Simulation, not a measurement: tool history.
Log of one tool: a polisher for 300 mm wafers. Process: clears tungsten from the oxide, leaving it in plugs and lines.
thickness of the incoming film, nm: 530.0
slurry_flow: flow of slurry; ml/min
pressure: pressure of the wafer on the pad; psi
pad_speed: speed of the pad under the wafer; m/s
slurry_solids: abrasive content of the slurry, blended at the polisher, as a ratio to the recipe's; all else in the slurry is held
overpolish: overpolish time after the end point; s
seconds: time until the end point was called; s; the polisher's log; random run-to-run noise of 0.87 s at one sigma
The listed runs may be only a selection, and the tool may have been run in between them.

run 1 day=0 | slurry_flow=280 pressure=4.3 pad_speed=1.34 slurry_solids=1 overpolish=16 | seconds=73.534
run 2 day=0.279 | slurry_flow=280 pressure=4.6 pad_speed=1.34 slurry_solids=1 overpolish=16 | seconds=69.093
run 3 day=0.379 | slurry_flow=280 pressure=4 pad_speed=1.34 slurry_solids=1 overpolish=16 | seconds=80.867
run 4 day=0.625 | slurry_flow=280 pressure=4.3 pad_speed=1.34 slurry_solids=1 overpolish=16 | seconds=74.814
run 5 day=0.904 | slurry_flow=280 pressure=3.5 pad_speed=1.34 slurry_solids=1 overpolish=16 | seconds=91.002
run 6 day=0.933 | slurry_flow=280 pressure=3.9 pad_speed=1.36 slurry_solids=1 overpolish=16 | seconds=81.073
run 7 day=1.138 | slurry_flow=280 pressure=4.2 pad_speed=1.38 slurry_solids=1 overpolish=16 | seconds=73.658
run 8 day=1.383 | slurry_flow=280 pressure=4.4 pad_speed=1.38 slurry_solids=1 overpolish=16 | seconds=69.566

For run 9, what comes out?
run 9 day=1.554 | slurry_flow=280 pressure=4.4 pad_speed=1.38 slurry_solids=1 overpolish=16 | seconds=?

seconds: 70.118 s

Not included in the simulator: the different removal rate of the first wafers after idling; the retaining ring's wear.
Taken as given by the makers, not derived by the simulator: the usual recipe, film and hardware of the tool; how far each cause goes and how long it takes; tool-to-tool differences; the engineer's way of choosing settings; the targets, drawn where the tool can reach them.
